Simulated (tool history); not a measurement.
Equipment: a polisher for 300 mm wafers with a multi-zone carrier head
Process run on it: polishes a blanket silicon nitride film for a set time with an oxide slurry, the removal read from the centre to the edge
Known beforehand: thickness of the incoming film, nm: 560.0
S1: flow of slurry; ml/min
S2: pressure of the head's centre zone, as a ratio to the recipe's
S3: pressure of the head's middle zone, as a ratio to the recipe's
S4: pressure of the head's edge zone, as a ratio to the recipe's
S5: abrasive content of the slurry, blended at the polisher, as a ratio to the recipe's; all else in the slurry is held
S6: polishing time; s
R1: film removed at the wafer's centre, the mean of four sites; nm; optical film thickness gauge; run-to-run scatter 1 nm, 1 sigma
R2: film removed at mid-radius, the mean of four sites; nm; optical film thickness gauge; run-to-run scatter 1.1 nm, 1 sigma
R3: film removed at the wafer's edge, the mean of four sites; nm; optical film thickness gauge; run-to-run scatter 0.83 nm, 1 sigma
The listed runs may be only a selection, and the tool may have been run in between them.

| run | hour | S1 | S2 | S3 | S4 | S5 | S6 | R1 | R2 | R3 |
|---|---|---|---|---|---|---|---|---|---|---|
| 1 | 0.0 | 240 | 1.00 | 1.00 | 1.00 | 1.00 | 72 | 65.233 | 66.126 | 64.839 |
| 2 | 3.8 | 245 | 1.01 | 0.99 | 1.05 | 1.15 | 74 | 72.812 | 72.488 | 74.158 |
| 3 | 5.0 | 190 | 1.01 | 0.99 | 1.05 | 1.15 | 74 | 71.150 | 68.456 | 72.494 |
| 4 | 7.3 | 205 | 1.03 | 1.00 | 1.09 | 1.25 | 75 | 76.819 | 73.676 | 77.698 |
| 5 | 14.6 | 205 | 0.98 | 1.00 | 1.09 | 1.25 | 75 | 73.916 | 75.272 | 78.030 |
| 6 | 18.9 | 220 | 1.00 | 0.99 | 1.12 | 1.35 | 76 | 79.860 | 78.859 | 83.262 |

What does the tool deliver on the next run?
| 7 | 22.6 | 225 | 1.01 | 0.98 | 1.14 | 1.40 | 77 | ? | ? | ? |

{"run 7": {"R1": 82.403, "R2": 81.249, "R3": 88.218}}
